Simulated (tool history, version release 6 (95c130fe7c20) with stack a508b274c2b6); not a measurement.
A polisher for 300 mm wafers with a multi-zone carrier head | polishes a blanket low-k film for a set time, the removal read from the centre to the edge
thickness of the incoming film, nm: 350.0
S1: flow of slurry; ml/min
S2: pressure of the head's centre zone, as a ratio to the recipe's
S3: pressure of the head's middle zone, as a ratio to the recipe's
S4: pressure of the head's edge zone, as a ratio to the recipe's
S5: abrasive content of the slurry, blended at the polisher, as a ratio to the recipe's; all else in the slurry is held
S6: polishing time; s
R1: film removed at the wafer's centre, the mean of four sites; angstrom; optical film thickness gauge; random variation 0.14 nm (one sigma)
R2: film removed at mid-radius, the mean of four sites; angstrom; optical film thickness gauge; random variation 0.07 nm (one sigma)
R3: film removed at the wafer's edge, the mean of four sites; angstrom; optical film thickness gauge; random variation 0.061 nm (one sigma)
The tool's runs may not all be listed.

run  hour   S1    S2    S3    S4    S5  S6      R1      R2      R3
  1     0  265     1     1     1     1  38  175.35  171.33  174.27
  2   1.4  265  0.97     1     1     1  38  169.36  171.57  173.28
  3   2.6  265  0.97     1  0.93     1  38   168.6  173.11  168.54
  4   7.7  265  0.97     1   0.9     1  38   169.3  170.89  166.93
  5  14.9  305  0.97     1   0.9     1  38  169.55  176.66     167
  6  19.3  305  0.97     1   0.9   1.1  38  176.75  186.06  176.03
  7    23  325  0.97  0.99  0.89   0.9  33  137.89   142.3  135.32
  8  30.6  335  0.97  0.99  0.87   0.8  31  123.99  125.08  118.96
  9  34.8  340  0.97  0.99  0.86   0.7  30  111.16  110.97  105.38
 10  35.8  345  0.97  0.99  0.85  0.65  30   104.3  105.87  99.795
 11  37.6  340  0.97  0.99  0.84   0.6  30  97.401  100.11   92.59
 12  43.7  265  0.99  0.95  0.81   0.6  30  98.642  93.362  89.317
 13  51.2  265  0.99  0.95  0.81   0.6  30   94.37  94.284  89.318
 14  54.4  255     1  0.95  0.81   0.6  30  99.137  93.281  89.339

The next listed run, before its measurement:
 15    61  250  0.99  0.96  0.81  0.6  30   ?   ?   ?

{"run 15": {"R1": 97.968, "R2": 95.109, "R3": 89.58}}
